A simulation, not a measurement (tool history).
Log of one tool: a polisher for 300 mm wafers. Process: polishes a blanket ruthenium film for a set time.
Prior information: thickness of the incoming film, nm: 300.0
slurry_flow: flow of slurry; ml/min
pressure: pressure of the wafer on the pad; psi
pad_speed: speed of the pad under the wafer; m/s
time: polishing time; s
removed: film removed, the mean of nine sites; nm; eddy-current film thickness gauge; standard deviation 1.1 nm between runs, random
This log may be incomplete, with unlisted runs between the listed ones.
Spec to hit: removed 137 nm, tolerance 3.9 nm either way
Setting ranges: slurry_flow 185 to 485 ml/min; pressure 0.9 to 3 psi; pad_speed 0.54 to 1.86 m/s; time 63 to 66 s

run,hour,slurry_flow,pressure,pad_speed,time,removed
1,0,310,1.9,1.18,63,94.916
2,3.5,310,1.9,1.46,63,113
3,5.1,310,2,1.46,63,119.04
4,6.8,310,2.3,1.46,63,132.93
5,14.8,310,2.3,1.62,63,144.68
6,21.4,310,2.3,1.86,63,161.88
7,24.7,310,2.2,1.86,63,157.66
8,28.8,310,2.1,1.86,63,151.1
9,32.7,310,2,1.86,63,144.7

Below are 4 possible settings for the next run. Only one of them brings all results inside the allowed miss of their targets. Which is it?
A,36.6,395,2,1.84,64,?
B,36.6,320,1.9,1.82,64,?
C,36.6,335,2.1,1.82,63,?
D,36.6,285,2.2,1.72,65,?

move,removed
A,148.42
B,139.01
C,149.24
D,150.93
A: moves away from the targets compared with the last run
B: every result lands within tolerance
C: moves away from the targets compared with the last run
D: moves away from the targets compared with the last run
Answer: B
